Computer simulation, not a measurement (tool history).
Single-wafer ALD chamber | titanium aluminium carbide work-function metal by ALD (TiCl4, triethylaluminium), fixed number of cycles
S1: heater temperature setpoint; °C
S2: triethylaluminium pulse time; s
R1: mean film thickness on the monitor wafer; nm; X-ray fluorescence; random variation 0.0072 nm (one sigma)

run    day   S1     S2      R1
  1      0  315  10.11  2.1317
  2  0.358  312   9.33  2.0581
  3  0.404  310   9.04  2.0147
  4  0.517  308    8.9  2.0044
  5  0.875  297    8.9  1.9121
  6  0.983  297   5.99  1.6243

Run 7 comes next. What will it give?
  7  1.304  309  7.03   ?

Run 7 gave R1 1.8451 nm.

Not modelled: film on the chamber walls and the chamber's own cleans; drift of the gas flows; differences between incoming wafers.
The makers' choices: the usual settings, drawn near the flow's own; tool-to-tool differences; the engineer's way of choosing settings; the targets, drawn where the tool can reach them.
